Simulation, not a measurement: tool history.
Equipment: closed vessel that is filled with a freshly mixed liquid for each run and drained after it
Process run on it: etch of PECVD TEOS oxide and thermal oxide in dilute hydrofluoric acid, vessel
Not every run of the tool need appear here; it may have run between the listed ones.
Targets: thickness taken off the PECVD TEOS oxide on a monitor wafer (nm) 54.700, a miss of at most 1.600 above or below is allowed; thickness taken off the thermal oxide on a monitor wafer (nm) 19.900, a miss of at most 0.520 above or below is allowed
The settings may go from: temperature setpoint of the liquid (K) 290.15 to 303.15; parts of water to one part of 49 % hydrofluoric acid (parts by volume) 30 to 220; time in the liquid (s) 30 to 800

run,hour,temperature setpoint of the liquid (K),parts of water to one part of 49 % hydrofluoric acid (parts by volume),time in the liquid (s),thickness taken off the PECVD TEOS oxide on a monitor wafer (nm),thickness taken off the thermal oxide on a monitor wafer (nm)
1,0.0,295.15,125,410,37.042,13.273
2,3.4,297.15,125,410,39.959,14.506
3,11.5,298.15,125,410,41.450,15.141
4,15.0,298.65,125,410,42.211,15.442
5,22.2,299.15,125,410,43.169,15.678
6,26.9,299.15,125,350,36.749,13.404
7,29.4,299.65,120,350,39.118,14.346
8,38.8,300.15,115,350,41.952,15.341
9,45.5,303.15,95,350,58.474,21.253
10,54.1,302.65,95,350,57.685,20.864
11,61.9,302.15,95,350,56.278,20.514

Which one of the following 4 next-run settings gets every result inside its allowed miss? There is exactly one.
A,69.7,300.65,85,300,?,?
B,69.7,299.65,100,400,?,?
C,69.7,300.65,100,410,?,?
D,69.7,302.65,70,225,?,?

move,thickness taken off the PECVD TEOS oxide on a monitor wafer (nm),thickness taken off the thermal oxide on a monitor wafer (nm)
A,51.625,18.910
B,55.168,20.208
C,58.769,21.527
D,51.896,19.010
A: takes the biggest miss from the last run beyond its target
B: every result lands within tolerance
C: further off than the last run
D: takes the biggest miss from the last run beyond its target
Correct choice: B, which meets every target
